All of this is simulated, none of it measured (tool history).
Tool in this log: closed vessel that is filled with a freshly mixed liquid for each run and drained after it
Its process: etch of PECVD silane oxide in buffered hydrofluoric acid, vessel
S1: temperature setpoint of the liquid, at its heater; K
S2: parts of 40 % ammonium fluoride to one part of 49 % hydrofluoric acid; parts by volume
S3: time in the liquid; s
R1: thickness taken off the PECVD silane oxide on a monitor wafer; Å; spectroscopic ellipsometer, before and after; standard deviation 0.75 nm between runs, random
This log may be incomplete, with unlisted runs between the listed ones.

Run 1, hour 0.0: S1 294.15 K, S2 17.5 parts by volume, S3 30 s. Result: R1 374.26 Å.
Run 2, hour 1.8: S1 294.15 K, S2 21.0 parts by volume, S3 30 s. Result: R1 319.07 Å.
Run 3, hour 3.6: S1 294.15 K, S2 18.0 parts by volume, S3 30 s. Result: R1 362.70 Å.
Run 4, hour 10.8: S1 296.15 K, S2 15.5 parts by volume, S3 30 s. Result: R1 471.56 Å.
Run 5, hour 17.4: S1 297.65 K, S2 14.0 parts by volume, S3 30 s. Result: R1 573.86 Å.
Run 6, hour 21.1: S1 296.65 K, S2 14.0 parts by volume, S3 30 s. Result: R1 540.24 Å.
At hour 28.1: thermometer replaced.
Run 7, hour 28.1: S1 298.15 K, S2 13.0 parts by volume, S3 30 s. Result: R1 699.30 Å.
Run 8, hour 31.6: S1 298.65 K, S2 13.0 parts by volume, S3 30 s. Result: R1 733.03 Å.
Run 9, hour 37.4: S1 299.15 K, S2 13.0 parts by volume, S3 30 s. Result: R1 760.27 Å.

Predict the results of run 10:
Run 10, hour 39.0: S1 299.65 K, S2 13.0 parts by volume, S3 30 s. Result: R1 ?.

{"run 10": {"R1": 777.15}}
